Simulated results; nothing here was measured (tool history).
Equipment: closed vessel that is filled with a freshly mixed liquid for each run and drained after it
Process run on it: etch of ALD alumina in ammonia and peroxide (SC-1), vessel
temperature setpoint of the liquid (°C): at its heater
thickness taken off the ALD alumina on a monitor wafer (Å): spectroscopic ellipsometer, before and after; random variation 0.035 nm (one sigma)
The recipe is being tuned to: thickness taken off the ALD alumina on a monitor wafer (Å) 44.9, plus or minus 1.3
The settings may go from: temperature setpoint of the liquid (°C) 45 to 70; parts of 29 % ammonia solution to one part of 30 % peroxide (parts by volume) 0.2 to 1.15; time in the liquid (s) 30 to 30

run	hour	temperature setpoint of the liquid (°C)	parts of 29 % ammonia solution to one part of 30 % peroxide (parts by volume)	time in the liquid (s)	thickness taken off the ALD alumina on a monitor wafer (Å)
1	0	61	0.65	30	37.248
2	9.2	61	0.5	30	37.022
3	13.1	61	0.4	30	36.498
4	19.9	61	0.4	30	36.358
5	24.7	56.5	0.4	30	28.657
6	26.9	61.5	0.4	30	37.24
7	29.3	62	0.4	30	37.46
8	32.4	62.5	0.4	30	39.132

Consider the 5 candidate settings below. Which is the only one whose results all fall within their allowed miss of target?
A	35.5	66.5	0.4	30	?
B	35.5	65	0.4	30	?
C	35.5	63	0.5	30	?
D	35.5	63.5	0.3	30	?
E	35.5	58	0.45	30	?

move	thickness taken off the ALD alumina on a monitor wafer (Å)
A	48.043
B	44.611
C	41.228
D	40.281
E	31.601
A: carries the result that was furthest off beyond its target, to the other side
B: each result inside its tolerance
C: closer than the last run, but not yet in spec
D: closer than the last run, but not yet in spec
E: misses by more than the last run did
Move B is the one to make.

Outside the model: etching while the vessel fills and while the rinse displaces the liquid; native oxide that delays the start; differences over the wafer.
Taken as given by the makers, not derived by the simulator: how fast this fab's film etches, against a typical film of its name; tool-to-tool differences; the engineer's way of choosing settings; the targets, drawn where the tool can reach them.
